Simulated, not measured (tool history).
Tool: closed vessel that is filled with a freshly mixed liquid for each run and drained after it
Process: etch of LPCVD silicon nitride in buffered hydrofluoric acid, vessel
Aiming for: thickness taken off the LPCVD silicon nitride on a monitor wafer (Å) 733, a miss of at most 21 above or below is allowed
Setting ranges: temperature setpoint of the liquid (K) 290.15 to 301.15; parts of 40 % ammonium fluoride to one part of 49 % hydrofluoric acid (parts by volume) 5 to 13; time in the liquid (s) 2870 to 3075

| run | hour | temperature setpoint of the liquid (K) | parts of 40 % ammonium fluoride to one part of 49 % hydrofluoric acid (parts by volume) | time in the liquid (s) | thickness taken off the LPCVD silicon nitride on a monitor wafer (Å) |
|---|---|---|---|---|---|
| 1 | 0 | 293.15 | 8 | 2870 | 384.81 |
| 2 | 8.7 | 290.65 | 8 | 2870 | 333.76 |
| 3 | 15.3 | 290.65 | 9.5 | 2870 | 290.82 |
| 4 | 21.1 | 293.15 | 9.5 | 2870 | 332.88 |
| 5 | 24.8 | 295.15 | 8.5 | 2875 | 401.62 |
| 6 | 31.4 | 295.15 | 8.5 | 3075 | 432.59 |
| 7 | 36.8 | 296.65 | 8 | 3075 | 503.73 |
| 8 | 38.3 | 297.65 | 7.5 | 3075 | 563.7 |
| 9 | 46.5 | 298.65 | 7.5 | 3075 | 601.66 |
| 10 | 50.5 | 299.15 | 7.5 | 3075 | 616.89 |

Pick the move, out of 4, that brings all results within their allowed miss; only one does.
| A | 54.5 | 300.15 | 6 | 3010 | ? |
| B | 54.5 | 300.15 | 6 | 2975 | ? |
| C | 54.5 | 296.15 | 5 | 2980 | ? |
| D | 54.5 | 298.65 | 5.5 | 3030 | ? |

| move | thickness taken off the LPCVD silicon nitride on a monitor wafer (Å) |
|---|---|
| A | 797.48 |
| B | 788.2 |
| C | 743.1 |
| D | 798.35 |
A: takes the result that was furthest off past its target
B: takes the result that was furthest off past its target
C: all results land within tolerance of their targets
D: takes the result that was furthest off past its target
Go with C: it meets all targets.
